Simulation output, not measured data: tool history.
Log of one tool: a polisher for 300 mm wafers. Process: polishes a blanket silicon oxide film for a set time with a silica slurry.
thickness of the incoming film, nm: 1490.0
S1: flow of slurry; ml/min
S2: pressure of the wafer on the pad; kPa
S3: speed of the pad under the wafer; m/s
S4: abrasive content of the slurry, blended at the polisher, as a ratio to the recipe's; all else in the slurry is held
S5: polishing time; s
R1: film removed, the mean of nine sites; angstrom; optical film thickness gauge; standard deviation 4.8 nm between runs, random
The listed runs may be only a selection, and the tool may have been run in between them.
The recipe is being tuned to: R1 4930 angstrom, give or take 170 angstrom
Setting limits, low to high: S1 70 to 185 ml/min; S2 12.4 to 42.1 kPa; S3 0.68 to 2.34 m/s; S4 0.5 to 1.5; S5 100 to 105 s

| run | hour | S1 | S2 | S3 | S4 | S5 | R1 |
|---|---|---|---|---|---|---|---|
| 1 | 0 | 120 | 26.9 | 1.5 | 1 | 100 | 3811.6 |
| 2 | 4.9 | 120 | 27.6 | 1.5 | 1 | 100 | 3960.2 |
| 3 | 9.7 | 120 | 27.6 | 1.5 | 1 | 105 | 4163.8 |
| 4 | 16.9 | 135 | 29.6 | 1.5 | 1 | 105 | 4461.5 |
| 5 | 20.5 | 135 | 29.6 | 1.5 | 1 | 105 | 4587.2 |
| 6 | 24.8 | 135 | 24.1 | 1.5 | 1 | 105 | 3722.9 |
| 7 | 25.8 | 135 | 24.8 | 1.5 | 1 | 105 | 3847.5 |
| 8 | 34 | 135 | 25.5 | 1.5 | 1 | 105 | 3908.3 |
| 9 | 38 | 135 | 26.2 | 1.5 | 1 | 105 | 3994.5 |

5 candidate next runs follow, results not yet known. Just one meets every target within its allowed miss. Identify it.
| A | 42 | 160 | 29 | 1.46 | 1.2 | 105 | ? |
| B | 42 | 125 | 29 | 1.96 | 1.1 | 105 | ? |
| C | 42 | 135 | 26.9 | 1.48 | 1 | 100 | ? |
| D | 42 | 165 | 31.7 | 1.38 | 1.2 | 105 | ? |
| E | 42 | 100 | 26.9 | 1.66 | 0.8 | 104 | ? |

| move | R1 |
|---|---|
| A | 4858.1 |
| B | 5331.3 |
| C | 3870.3 |
| D | 5167.7 |
| E | 3598 |
A: every result within its allowed miss
B: takes the result that was furthest off past its target
C: the biggest miss grows against the last run
D: takes the result that was furthest off past its target
E: the biggest miss grows against the last run
So the answer is move A, the one that meets all the targets.
